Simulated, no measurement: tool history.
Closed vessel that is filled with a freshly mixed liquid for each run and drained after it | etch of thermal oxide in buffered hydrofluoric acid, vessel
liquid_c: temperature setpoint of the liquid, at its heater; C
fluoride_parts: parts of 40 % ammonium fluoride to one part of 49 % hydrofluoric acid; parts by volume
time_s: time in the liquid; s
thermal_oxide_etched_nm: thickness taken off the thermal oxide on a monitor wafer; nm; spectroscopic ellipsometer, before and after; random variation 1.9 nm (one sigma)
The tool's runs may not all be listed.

{"run": 1, "hour": 0.0, "liquid_c": 22, "fluoride_parts": 12.5, "time_s": 100, "thermal_oxide_etched_nm": 92.187}
{"run": 2, "hour": 8.5, "liquid_c": 23, "fluoride_parts": 11.5, "time_s": 100, "thermal_oxide_etched_nm": 105}
{"run": 3, "hour": 16.2, "liquid_c": 23, "fluoride_parts": 11.5, "time_s": 110, "thermal_oxide_etched_nm": 117.86}
{"run": 4, "hour": 17.4, "liquid_c": 23, "fluoride_parts": 11.5, "time_s": 110, "thermal_oxide_etched_nm": 117.13}
{"run": 5, "hour": 19.1, "liquid_c": 23, "fluoride_parts": 13, "time_s": 110, "thermal_oxide_etched_nm": 101.81}
{"run": 6, "hour": 23.2, "liquid_c": 21, "fluoride_parts": 13, "time_s": 110, "thermal_oxide_etched_nm": 92.199}
{"run": 7, "hour": 26.7, "liquid_c": 22, "fluoride_parts": 12.5, "time_s": 110, "thermal_oxide_etched_nm": 100.87}
{"run": 8, "hour": 31.4, "liquid_c": 26, "fluoride_parts": 8.5, "time_s": 110, "thermal_oxide_etched_nm": 177.88}
{"run": 9, "hour": 34.1, "liquid_c": 26.5, "fluoride_parts": 8.5, "time_s": 110, "thermal_oxide_etched_nm": 182.07}

For run 10, what comes out?
{"run": 10, "hour": 41.9, "liquid_c": 27, "fluoride_parts": 8.5, "time_s": 110, "thermal_oxide_etched_nm": "?"}

thermal_oxide_etched_nm: 189.5 nm

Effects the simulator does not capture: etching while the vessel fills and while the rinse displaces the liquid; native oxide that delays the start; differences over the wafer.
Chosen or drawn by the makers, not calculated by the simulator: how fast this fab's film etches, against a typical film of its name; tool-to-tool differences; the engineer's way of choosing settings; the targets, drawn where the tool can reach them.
